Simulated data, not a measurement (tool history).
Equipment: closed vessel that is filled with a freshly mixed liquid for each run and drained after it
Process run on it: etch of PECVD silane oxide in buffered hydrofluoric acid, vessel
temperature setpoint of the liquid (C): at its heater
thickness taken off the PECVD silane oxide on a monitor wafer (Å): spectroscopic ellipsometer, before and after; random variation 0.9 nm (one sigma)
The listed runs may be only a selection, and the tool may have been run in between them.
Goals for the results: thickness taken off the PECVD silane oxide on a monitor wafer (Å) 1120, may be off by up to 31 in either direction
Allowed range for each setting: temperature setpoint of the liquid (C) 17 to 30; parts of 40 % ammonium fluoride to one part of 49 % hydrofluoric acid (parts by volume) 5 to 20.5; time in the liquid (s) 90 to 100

run	hour	temperature setpoint of the liquid (C)	parts of 40 % ammonium fluoride to one part of 49 % hydrofluoric acid (parts by volume)	time in the liquid (s)	thickness taken off the PECVD silane oxide on a monitor wafer (Å)
1	0	22	12.5	90	1903.4
2	6.8	22	16	90	1481.5
3	10.7	24.5	16	90	1732.8
4	13.5	23	16	90	1581.5
5	19.2	23	16	100	1770
6	28.1	23	16	100	1732.5
7	29.6	21.5	16	100	1580.8
8	33.2	20.5	16	100	1533.8
9	37.4	19.5	16.5	100	1384
10	39.4	19	16.5	100	1373.6
11	43.4	18.5	17	100	1281.6

Next run, 5 choices. One meets every target within its allowed miss, the rest don't. Which?
A	47.4	17	17	100	?
B	47.4	20	19	95	?
C	47.4	17.5	17.5	95	?
D	47.4	18	20	100	?
E	47.4	19.5	18	95	?

move	thickness taken off the PECVD silane oxide on a monitor wafer (Å)
A	1172
B	1182.5
C	1113.3
D	1056.7
E	1212.7
A: an improvement on the last run, though not all results are within tolerance
B: an improvement on the last run, though not all results are within tolerance
C: meets every target
D: moves the result that the last run missed by most past its target, out the other side
E: an improvement on the last run, though not all results are within tolerance
Correct choice: C, which meets every target
